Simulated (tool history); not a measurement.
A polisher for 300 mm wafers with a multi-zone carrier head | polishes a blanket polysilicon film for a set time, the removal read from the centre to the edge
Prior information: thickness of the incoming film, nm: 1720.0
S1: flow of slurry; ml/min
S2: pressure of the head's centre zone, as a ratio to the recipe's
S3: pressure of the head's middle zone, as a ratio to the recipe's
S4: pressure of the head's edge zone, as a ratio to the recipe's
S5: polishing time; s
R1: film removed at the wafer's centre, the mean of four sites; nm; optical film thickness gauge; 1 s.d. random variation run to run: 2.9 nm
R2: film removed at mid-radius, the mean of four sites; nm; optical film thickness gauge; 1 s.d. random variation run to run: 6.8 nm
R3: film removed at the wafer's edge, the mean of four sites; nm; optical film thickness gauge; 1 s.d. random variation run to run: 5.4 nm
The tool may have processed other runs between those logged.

Run 1, hour 0.0: S1 270 ml/min, S2 1.00, S3 1.00, S4 1.00, S5 54 s. Result: R1 352.74 nm, R2 357.11 nm, R3 350.40 nm.
Run 2, hour 3.2: S1 240 ml/min, S2 1.00, S3 1.00, S4 1.00, S5 54 s. Result: R1 350.41 nm, R2 350.00 nm, R3 349.84 nm.
Run 3, hour 6.9: S1 240 ml/min, S2 1.00, S3 1.01, S4 1.01, S5 55 s. Result: R1 353.84 nm, R2 366.03 nm, R3 357.81 nm.
Run 4, hour 8.2: S1 240 ml/min, S2 1.00, S3 0.93, S4 1.01, S5 55 s. Result: R1 359.79 nm, R2 332.49 nm, R3 350.80 nm.
Run 5, hour 9.3: S1 240 ml/min, S2 1.05, S3 0.93, S4 1.01, S5 55 s. Result: R1 370.66 nm, R2 338.09 nm, R3 356.01 nm.
Run 6, hour 12.7: S1 240 ml/min, S2 1.05, S3 0.93, S4 1.06, S5 55 s. Result: R1 374.09 nm, R2 337.07 nm, R3 365.60 nm.
Run 7, hour 17.7: S1 240 ml/min, S2 1.06, S3 0.95, S4 1.07, S5 55 s. Result: R1 376.83 nm, R2 338.30 nm, R3 362.33 nm.
Run 8, hour 23.7: S1 240 ml/min, S2 1.06, S3 0.97, S4 1.07, S5 56 s. Result: R1 382.70 nm, R2 354.82 nm, R3 377.60 nm.
Run 9, hour 25.5: S1 245 ml/min, S2 1.07, S3 0.99, S4 1.07, S5 56 s. Result: R1 388.17 nm, R2 357.41 nm, R3 377.62 nm.
Run 10, hour 29.3: S1 245 ml/min, S2 1.07, S3 0.99, S4 1.07, S5 56 s. Result: R1 391.38 nm, R2 366.24 nm, R3 376.63 nm.
Run 11, hour 35.8: S1 245 ml/min, S2 1.07, S3 0.99, S4 1.07, S5 56 s. Result: R1 388.63 nm, R2 353.27 nm, R3 368.74 nm.

Run 12 has not been measured yet. What should we expect?
Run 12, hour 44.1: S1 245 ml/min, S2 1.06, S3 1.01, S4 1.07, S5 57 s. Result: R1 ?, R2 ?, R3 ?.

{"run 12": {"R1": 389.45, "R2": 387.04, "R3": 386.82}}
